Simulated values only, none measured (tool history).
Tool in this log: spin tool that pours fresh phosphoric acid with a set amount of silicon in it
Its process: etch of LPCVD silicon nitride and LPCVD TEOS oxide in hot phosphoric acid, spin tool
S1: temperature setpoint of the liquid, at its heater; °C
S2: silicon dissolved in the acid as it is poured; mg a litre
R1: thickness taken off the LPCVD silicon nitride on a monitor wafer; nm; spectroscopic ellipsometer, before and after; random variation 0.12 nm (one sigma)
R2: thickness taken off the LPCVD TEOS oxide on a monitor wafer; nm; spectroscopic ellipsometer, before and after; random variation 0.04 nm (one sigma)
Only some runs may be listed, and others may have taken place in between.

Run 1, hour 0.0: S1 163.0 °C, S2 9.0 mg a litre, time under the liquid (s) 180. Result: R1 14.4480 nm, R2 1.12970 nm.
Run 2, hour 5.5: S1 163.0 °C, S2 9.0 mg a litre, time under the liquid (s) 120. Result: R1 9.6109 nm, R2 0.79404 nm.
Run 3, hour 8.3: S1 163.0 °C, S2 9.0 mg a litre, time under the liquid (s) 55. Result: R1 4.3615 nm, R2 0.34087 nm.
Run 4, hour 17.2: S1 165.0 °C, S2 9.0 mg a litre, time under the liquid (s) 55. Result: R1 4.6609 nm, R2 0.40262 nm.
Run 5, hour 18.1: S1 164.5 °C, S2 9.0 mg a litre, time under the liquid (s) 95. Result: R1 7.9000 nm, R2 0.65209 nm.
Run 6, hour 20.2: S1 166.0 °C, S2 9.0 mg a litre, time under the liquid (s) 95. Result: R1 8.4319 nm, R2 0.74570 nm.
Run 7, hour 21.9: S1 167.5 °C, S2 14.5 mg a litre, time under the liquid (s) 185. Result: R1 17.1340 nm, R2 1.37890 nm.
Run 8, hour 27.2: S1 167.5 °C, S2 14.0 mg a litre, time under the liquid (s) 195. Result: R1 18.0800 nm, R2 1.52400 nm.

Run 9 has not been measured yet. What should we expect?
Run 9, hour 31.1: S1 167.5 °C, S2 14.0 mg a litre, time under the liquid (s) 205. Result: R1 ?, R2 ?.

R1: 18.9780 nm
R2: 1.60690 nm

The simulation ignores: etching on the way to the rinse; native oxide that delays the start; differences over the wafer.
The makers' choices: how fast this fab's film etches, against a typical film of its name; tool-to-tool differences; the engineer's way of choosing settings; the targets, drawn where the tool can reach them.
